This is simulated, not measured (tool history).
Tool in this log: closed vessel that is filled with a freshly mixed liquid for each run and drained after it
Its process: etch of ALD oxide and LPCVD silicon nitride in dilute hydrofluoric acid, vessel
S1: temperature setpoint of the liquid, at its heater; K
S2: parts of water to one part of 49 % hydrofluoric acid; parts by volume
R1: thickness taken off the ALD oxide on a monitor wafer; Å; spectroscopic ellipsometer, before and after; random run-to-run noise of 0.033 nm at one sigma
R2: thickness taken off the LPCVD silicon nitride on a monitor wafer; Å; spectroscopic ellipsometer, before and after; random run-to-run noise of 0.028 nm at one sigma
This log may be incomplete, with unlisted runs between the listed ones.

Run 1, hour 0.0: S1 295.15 K, S2 90 parts by volume, time in the liquid (s) 60. Result: R1 81.525 Å, R2 3.4086 Å.
Run 2, hour 7.3: S1 294.15 K, S2 95 parts by volume, time in the liquid (s) 60. Result: R1 73.357 Å, R2 2.6818 Å.
Run 3, hour 14.7: S1 294.15 K, S2 100 parts by volume, time in the liquid (s) 60. Result: R1 68.798 Å, R2 2.4778 Å.
Run 4, hour 19.5: S1 294.15 K, S2 85 parts by volume, time in the liquid (s) 60. Result: R1 83.167 Å, R2 3.4650 Å.
Run 5, hour 20.7: S1 293.65 K, S2 90 parts by volume, time in the liquid (s) 60. Result: R1 76.512 Å, R2 3.7362 Å.
Run 6, hour 23.4: S1 293.65 K, S2 65 parts by volume, time in the liquid (s) 60. Result: R1 108.350 Å, R2 3.5520 Å.
Run 7, hour 27.4: S1 293.65 K, S2 65 parts by volume, time in the liquid (s) 60. Result: R1 108.720 Å, R2 4.6848 Å.
Run 8, hour 33.5: S1 293.65 K, S2 65 parts by volume, time in the liquid (s) 60. Result: R1 108.020 Å, R2 4.5812 Å.
Run 9, hour 40.2: S1 292.65 K, S2 75 parts by volume, time in the liquid (s) 60. Result: R1 89.572 Å, R2 3.2323 Å.
Run 10, hour 41.8: S1 292.65 K, S2 80 parts by volume, time in the liquid (s) 60. Result: R1 83.181 Å, R2 3.2482 Å.

Estimate the outcome of run 11 from the log above:
Run 11, hour 50.0: S1 292.15 K, S2 85 parts by volume, time in the liquid (s) 60. Result: R1 ?, R2 ?.

Run 11 measured R1 75.514 Å, R2 2.4152 Å.
